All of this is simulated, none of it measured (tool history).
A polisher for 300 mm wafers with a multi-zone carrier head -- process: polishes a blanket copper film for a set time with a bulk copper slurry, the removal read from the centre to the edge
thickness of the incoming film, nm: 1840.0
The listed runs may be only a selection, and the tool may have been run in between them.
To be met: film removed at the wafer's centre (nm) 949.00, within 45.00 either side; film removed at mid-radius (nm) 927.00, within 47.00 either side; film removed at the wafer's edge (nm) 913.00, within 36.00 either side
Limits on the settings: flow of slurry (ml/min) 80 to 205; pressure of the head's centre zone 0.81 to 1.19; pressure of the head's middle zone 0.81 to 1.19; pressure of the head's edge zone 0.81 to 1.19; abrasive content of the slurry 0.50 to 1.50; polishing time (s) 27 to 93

run    day  flow of slurry (ml/min)  pressure of the head's centre zone  pressure of the head's middle zone  pressure of the head's edge zone  abrasive content of the slurry  polishing time (s)  film removed at the wafer's centre (nm)  film removed at mid-radius (nm)  film removed at the wafer's edge (nm)
  1  0.000                      135                                1.00                                1.00                              1.00                            1.00                  59                                   656.73                           656.08                                 653.12
  2  0.121                      135                                1.00                                1.00                              1.00                            0.85                  59                                   653.03                           626.16                                 635.65
  3  0.296                      145                                1.03                                1.01                              1.03                            1.00                  62                                   744.35                           701.42                                 712.48
  4  0.450                      145                                1.03                                1.01                              0.99                            1.00                  62                                   721.49                           718.48                                 693.95
  5  0.550                      145                                0.95                                1.01                              0.99                            1.00                  62                                   678.59                           705.52                                 696.84
  6  0.767                      160                                0.95                                1.01                              0.99                            1.00                  62                                   700.03                           711.02                                 716.80
  7  0.808                      160                                0.95                                1.01                              0.99                            1.00                  62                                   707.59                           713.61                                 701.73
  8  1.104                      165                                0.98                                1.02                              1.02                            1.15                  64                                   780.08                           780.53                                 764.02
  9  1.358                      170                                0.99                                1.02                              1.05                            1.25                  65                                   784.90                           781.66                                 792.62
 10  1.621                      175                                1.01                                1.03                              1.06                            1.30                  67                                   850.57                           868.83                                 849.57
 11  1.675                      180                                1.03                                1.03                              1.07                            1.30                  67                                   868.13                           857.20                                 835.61
 12  1.996                      180                                1.04                                1.03                              1.08                            1.35                  68                                   906.94                           863.18                                 866.39
 13  2.288                      180                                1.04                                1.04                              1.09                            1.40                  68                                   895.80                           872.14                                 878.50
 14  2.579                      185                                1.04                                1.05                              1.09                            1.40                  68                                   904.98                           878.46                                 862.54

Consider the 4 candidate settings below. Which is the only one whose results all fall within their allowed miss of target?
  A  2.871                      170                                0.96                                1.11                              1.13                            1.25                  72                                        ?                                ?                                      ?
  B  2.871                      185                                0.91                                1.09                              1.12                            1.35                  66                                        ?                                ?                                      ?
  C  2.871                      190                                1.11                                0.93                              1.13                            1.50                  69                                        ?                                ?                                      ?
  D  2.871                      180                                1.10                                1.06                              1.07                            1.40                  71                                        ?                                ?                                      ?

move  film removed at the wafer's centre (nm)  film removed at mid-radius (nm)  film removed at the wafer's edge (nm)
   A                                   884.40                           931.96                                 921.36
   B                                   809.11                           868.80                                 862.26
   C                                   979.23                           845.62                                 930.46
   D                                   979.58                           921.73                                 911.41
A: brings the last run's worst result on target, with another outside its allowed miss
B: the biggest miss grows against the last run
C: brings the last run's worst result on target, with another outside its allowed miss
D: every result within its allowed miss
So the answer is move D, the one that meets all the targets.
